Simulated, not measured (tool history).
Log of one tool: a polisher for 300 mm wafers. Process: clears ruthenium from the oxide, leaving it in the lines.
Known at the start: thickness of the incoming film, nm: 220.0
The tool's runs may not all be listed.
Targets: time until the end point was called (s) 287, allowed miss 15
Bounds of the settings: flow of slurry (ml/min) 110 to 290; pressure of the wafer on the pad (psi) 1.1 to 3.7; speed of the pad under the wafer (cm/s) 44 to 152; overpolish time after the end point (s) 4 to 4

| run | hour | flow of slurry (ml/min) | pressure of the wafer on the pad (psi) | speed of the pad under the wafer (cm/s) | overpolish time after the end point (s) | time until the end point was called (s) |
|---|---|---|---|---|---|---|
| 1 | 0 | 185 | 2.4 | 98 | 4 | 154.98 |
| 2 | 1.2 | 185 | 2.4 | 98 | 4 | 160.41 |
| 3 | 3.9 | 185 | 2.1 | 96 | 4 | 186.99 |
| 4 | 11.7 | 185 | 1.9 | 96 | 4 | 200.79 |
| 5 | 16.9 | 185 | 1.9 | 96 | 4 | 206.26 |
| 6 | 21.6 | 185 | 1.9 | 118 | 4 | 178.37 |
| 7 | 26 | 185 | 1.7 | 116 | 4 | 202.25 |
| 8 | 33.1 | 180 | 1.1 | 108 | 4 | 314.25 |

5 next moves are on the table. One of them brings every result within its allowed miss. Which?
| A | 40.2 | 170 | 1.1 | 92 | 4 | ? |
| B | 40.2 | 240 | 1.1 | 98 | 4 | ? |
| C | 40.2 | 215 | 1.2 | 82 | 4 | ? |
| D | 40.2 | 165 | 1.1 | 98 | 4 | ? |
| E | 40.2 | 135 | 1.3 | 108 | 4 | ? |

| move | time until the end point was called (s) |
|---|---|
| A | 354.98 |
| B | 326.11 |
| C | 340.16 |
| D | 342.53 |
| E | 284.11 |
A: further off than the last run
B: further off than the last run
C: further off than the last run
D: further off than the last run
E: meets every target
The right move is E.
